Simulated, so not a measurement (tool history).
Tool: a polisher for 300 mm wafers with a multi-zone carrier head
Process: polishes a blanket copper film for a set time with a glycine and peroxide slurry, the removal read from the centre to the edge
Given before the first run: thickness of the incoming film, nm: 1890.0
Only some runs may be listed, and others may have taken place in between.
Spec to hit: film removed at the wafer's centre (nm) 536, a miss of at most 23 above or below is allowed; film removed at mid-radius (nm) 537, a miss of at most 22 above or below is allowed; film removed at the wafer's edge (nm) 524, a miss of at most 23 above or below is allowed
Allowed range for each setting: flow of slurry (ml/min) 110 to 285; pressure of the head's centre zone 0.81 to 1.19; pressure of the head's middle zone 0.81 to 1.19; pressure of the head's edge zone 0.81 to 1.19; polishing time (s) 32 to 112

run	hour	flow of slurry (ml/min)	pressure of the head's centre zone	pressure of the head's middle zone	pressure of the head's edge zone	polishing time (s)	film removed at the wafer's centre (nm)	film removed at mid-radius (nm)	film removed at the wafer's edge (nm)
1	0	180	1	1	1	72	330.58	342.02	350.9
2	2.9	190	1.02	1.02	1.02	77	370.5	380.1	376.06
3	3.6	190	1.02	1.02	1.03	82	389.61	409.13	404.84
4	5	190	1.02	1.02	0.96	82	388.26	396.24	393.34
5	13.9	160	1.02	1.02	0.96	82	367.81	377.44	375.1
# hour 21.7: slurry nozzle cleaned
6	21.7	180	1.03	1.02	0.99	84	444.39	447.32	441.95
7	26.2	185	1.04	1.02	1.02	84	454.56	450.94	442.35
8	30.1	190	1.04	1.02	1.05	84	467.07	464.29	448.09
9	37.8	190	1.04	1.02	1.05	84	455.78	445.19	451.59
10	38.3	195	1.04	1.04	1.08	84	458.92	459.96	460.01
11	44	200	1.05	1.06	1.1	84	459.26	458.2	457.21

Which single option among these 5 for the next run brings every result within its allowed miss of target? Just one does.
A	49.7	170	1.07	1.09	1.09	97	?	?	?
B	49.7	175	1.17	0.98	1.12	82	?	?	?
C	49.7	110	0.86	1.09	1.19	91	?	?	?
D	49.7	190	1.13	1.11	1.08	101	?	?	?
E	49.7	190	0.87	1.1	1.13	94	?	?	?

move	film removed at the wafer's centre (nm)	film removed at mid-radius (nm)	film removed at the wafer's edge (nm)
A	522.88	524.73	514.52
B	486.31	420.44	443.13
C	348.22	442.59	468.17
D	588.04	562.75	540.89
E	420.49	521.75	515.13
A: all results land within tolerance of their targets
B: lands further from the targets than the last run did
C: lands further from the targets than the last run did
D: pushes the last run's worst result past its target
E: puts the biggest miss on target and leaves a different result outside tolerance
A is the move that brings every result within its allowed miss.
